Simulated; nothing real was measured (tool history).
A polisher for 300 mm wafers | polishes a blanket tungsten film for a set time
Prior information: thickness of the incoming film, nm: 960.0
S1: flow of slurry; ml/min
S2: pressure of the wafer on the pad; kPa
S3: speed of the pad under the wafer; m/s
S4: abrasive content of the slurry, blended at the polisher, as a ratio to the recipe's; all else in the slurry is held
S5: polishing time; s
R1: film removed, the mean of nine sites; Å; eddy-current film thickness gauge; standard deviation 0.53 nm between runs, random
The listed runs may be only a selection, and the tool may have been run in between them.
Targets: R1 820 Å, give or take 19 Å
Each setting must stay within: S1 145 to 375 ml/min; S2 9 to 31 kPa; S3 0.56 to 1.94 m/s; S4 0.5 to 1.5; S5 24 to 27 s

run,day,S1,S2,S3,S4,S5,R1
1,0,240,20,1.24,1,27,1087.4
2,0.258,240,20,1.42,1,27,1245.3
3,0.388,235,17.9,1.42,1,27,1106.6
4,0.533,230,16.5,1.42,1,27,1021
5,0.85,225,15.9,1.42,1,27,987.51
6,1.046,225,13.8,1.42,1,27,860.06
7,1.121,220,13.8,1.42,1,27,863.32
8,1.388,215,13.8,1.42,1,27,863.41
9,1.696,210,13.8,1.42,1,27,854.83
10,1.854,205,13.8,1.42,1,27,861.32

Which single option among these 4 for the next run brings every result within its allowed miss of target? Just one does.
A,2.012,215,19.3,1.06,1.15,24,?
B,2.012,225,11.7,1.72,0.9,27,?
C,2.012,145,12.4,1.6,0.8,27,?
D,2.012,215,14.5,1.46,0.8,27,?

move,R1
A,827.41
B,879.92
C,781.06
D,883.21
A: in spec on every target
B: misses by more than the last run did
C: takes the biggest miss from the last run beyond its target
D: misses by more than the last run did
A is the move that brings every result within its allowed miss.

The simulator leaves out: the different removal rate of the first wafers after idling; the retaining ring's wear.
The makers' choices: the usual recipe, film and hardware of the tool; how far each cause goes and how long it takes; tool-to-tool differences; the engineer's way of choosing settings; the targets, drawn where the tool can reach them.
